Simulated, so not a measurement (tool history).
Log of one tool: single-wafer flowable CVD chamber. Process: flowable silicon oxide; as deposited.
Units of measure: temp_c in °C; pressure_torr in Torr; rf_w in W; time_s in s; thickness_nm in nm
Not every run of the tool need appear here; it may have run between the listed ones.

run  hour  temp_c  pressure_torr  rf_w  time_s  thickness_nm
  1     0     105          0.619  2500     889         351.7
  2   7.6     105          0.619  2500     917        360.82
  3   9.1     105          0.619  2500     917        363.81
  4  15.5     105           0.66  2500     917        388.39
  5  23.5     100          0.661  2500     917        469.57
  6  32.3      97          0.662  2500     917        522.87
  7    40      95          0.663  2500     917        570.24

Predict the results of run 8:
  8  44.7      84          0.665  2500     917             ?

{"run 8": {"thickness_nm": 836.39}}

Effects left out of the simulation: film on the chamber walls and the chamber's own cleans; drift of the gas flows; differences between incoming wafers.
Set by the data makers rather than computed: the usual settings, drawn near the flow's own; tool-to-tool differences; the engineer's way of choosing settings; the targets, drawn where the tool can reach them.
